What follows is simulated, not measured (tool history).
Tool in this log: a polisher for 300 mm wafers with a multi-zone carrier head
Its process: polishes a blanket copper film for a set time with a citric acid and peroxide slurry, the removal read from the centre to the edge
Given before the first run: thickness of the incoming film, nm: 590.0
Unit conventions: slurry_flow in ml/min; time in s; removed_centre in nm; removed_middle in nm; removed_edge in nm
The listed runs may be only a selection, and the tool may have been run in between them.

run 1 day=0 | slurry_flow=155 centre_zone=1 middle_zone=1 edge_zone=1 slurry_solids=1 time=65 | removed_centre=96.752 removed_middle=97.621 removed_edge=98.588
run 2 day=0.242 | slurry_flow=170 centre_zone=1.02 middle_zone=1.01 edge_zone=1 slurry_solids=1 time=65 | removed_centre=101.56 removed_middle=98.567 removed_edge=98.636
run 3 day=0.312 | slurry_flow=180 centre_zone=1.03 middle_zone=1.03 edge_zone=1.01 slurry_solids=1 time=65 | removed_centre=102.37 removed_middle=103.03 removed_edge=97.979
run 4 day=0.371 | slurry_flow=180 centre_zone=1.03 middle_zone=1.03 edge_zone=1.01 slurry_solids=1 time=72 | removed_centre=115.83 removed_middle=115.41 removed_edge=110.02
run 5 day=0.65 | slurry_flow=180 centre_zone=1.04 middle_zone=1.03 edge_zone=1 slurry_solids=1 time=72 | removed_centre=115.76 removed_middle=112.84 removed_edge=108.9
run 6 day=0.771 | slurry_flow=180 centre_zone=0.96 middle_zone=1.03 edge_zone=1 slurry_solids=1 time=72 | removed_centre=105.09 removed_middle=109.55 removed_edge=110.53

Run 7, settings as shown, results not yet in. Your forecast:
run 7 day=1.029 | slurry_flow=190 centre_zone=0.97 middle_zone=1.03 edge_zone=0.98 slurry_solids=1 time=72 | removed_centre=? removed_middle=? removed_edge=?

For run 7 the tool returned removed_centre 108.07 nm, removed_middle 112.81 nm, removed_edge 109.16 nm.
